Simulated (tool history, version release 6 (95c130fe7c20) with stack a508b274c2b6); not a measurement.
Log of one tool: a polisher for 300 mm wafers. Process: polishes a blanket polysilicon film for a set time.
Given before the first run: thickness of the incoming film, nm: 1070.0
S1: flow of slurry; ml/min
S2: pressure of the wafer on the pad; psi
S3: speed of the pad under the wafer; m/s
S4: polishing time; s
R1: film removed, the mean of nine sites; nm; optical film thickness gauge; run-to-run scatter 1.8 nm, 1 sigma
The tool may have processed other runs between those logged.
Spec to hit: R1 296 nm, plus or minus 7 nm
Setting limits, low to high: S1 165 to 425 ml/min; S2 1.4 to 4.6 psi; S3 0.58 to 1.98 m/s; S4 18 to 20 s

| run | hour | S1 | S2 | S3 | S4 | R1 |
|---|---|---|---|---|---|---|
| 1 | 0 | 275 | 3 | 1.28 | 20 | 220.88 |
| 2 | 5.4 | 275 | 3 | 1.28 | 18 | 199.27 |
| 3 | 9.7 | 275 | 2.5 | 1.28 | 18 | 169.1 |
| 4 | 15.5 | 275 | 2.5 | 0.98 | 18 | 130.17 |
| 5 | 22.3 | 280 | 3.2 | 1 | 18 | 165.75 |
| 6 | 25.5 | 280 | 3.2 | 1.18 | 18 | 195.48 |
| 7 | 28.1 | 280 | 3.6 | 1.18 | 18 | 214.73 |
| 8 | 29 | 280 | 3.9 | 1.2 | 18 | 238.83 |
| 9 | 37.5 | 285 | 4.1 | 1.2 | 18 | 248.85 |
| 10 | 44.2 | 285 | 4.3 | 1.22 | 18 | 264.06 |
| 11 | 52.5 | 285 | 4.4 | 1.24 | 18 | 272.44 |

Of the 4 settings listed for the next run, only one would bring every result within its allowed miss of target. Which one?
| A | 60.8 | 300 | 4.1 | 1.3 | 20 | ? |
| B | 60.8 | 345 | 4.1 | 1.2 | 18 | ? |
| C | 60.8 | 225 | 3.8 | 1.24 | 20 | ? |
| D | 60.8 | 325 | 4.2 | 1.18 | 19 | ? |

| move | R1 |
|---|---|
| A | 297.92 |
| B | 250.27 |
| C | 260.27 |
| D | 264.81 |
A: every result lands within tolerance
B: further off than the last run
C: further off than the last run
D: further off than the last run
A meets every target.
